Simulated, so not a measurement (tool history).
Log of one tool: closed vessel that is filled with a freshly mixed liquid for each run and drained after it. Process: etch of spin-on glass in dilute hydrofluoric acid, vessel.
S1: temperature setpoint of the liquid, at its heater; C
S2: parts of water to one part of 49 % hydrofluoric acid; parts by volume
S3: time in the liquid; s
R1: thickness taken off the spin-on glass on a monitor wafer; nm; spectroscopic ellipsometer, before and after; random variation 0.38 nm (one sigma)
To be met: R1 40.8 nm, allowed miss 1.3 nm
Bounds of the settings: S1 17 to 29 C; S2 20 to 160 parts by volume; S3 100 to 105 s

run 1 hour=0 | S1=21 S2=90 S3=100 | R1=24.229
run 2 hour=2.8 | S1=21 S2=90 S3=100 | R1=24.554
run 3 hour=7 | S1=21 S2=70 S3=100 | R1=32.119
run 4 hour=8.8 | S1=22 S2=70 S3=100 | R1=33.75
run 5 hour=10.8 | S1=22 S2=40 S3=100 | R1=60.987
run 6 hour=17.7 | S1=21 S2=40 S3=100 | R1=58.786
run 7 hour=25.7 | S1=20.5 S2=45 S3=100 | R1=50.22
run 8 hour=30.2 | S1=20 S2=45 S3=100 | R1=50.023
run 9 hour=32.7 | S1=19.5 S2=45 S3=100 | R1=48.524
run 10 hour=37.7 | S1=19 S2=45 S3=100 | R1=47.426
run 11 hour=46.8 | S1=18.5 S2=45 S3=100 | R1=46.475
run 12 hour=50.5 | S1=18 S2=45 S3=100 | R1=45.151
run 13 hour=57.8 | S1=17.5 S2=45 S3=100 | R1=45.055
run 14 hour=61.4 | S1=17 S2=50 S3=100 | R1=38.926

Which of these 4 next moves meets every target?
run A hour=65 | S1=19.5 S2=60 S3=105 | R1=?
run B hour=65 | S1=17.5 S2=55 S3=105 | R1=?
run C hour=65 | S1=18 S2=50 S3=100 | R1=?
run D hour=65 | S1=18.5 S2=55 S3=100 | R1=?

move=A R1=37.547
move=B R1=37.802
move=C R1=40.687
move=D R1=37.587
A: further off than the last run
B: further off than the last run
C: meets every target
D: further off than the last run
Move C is the one to make.
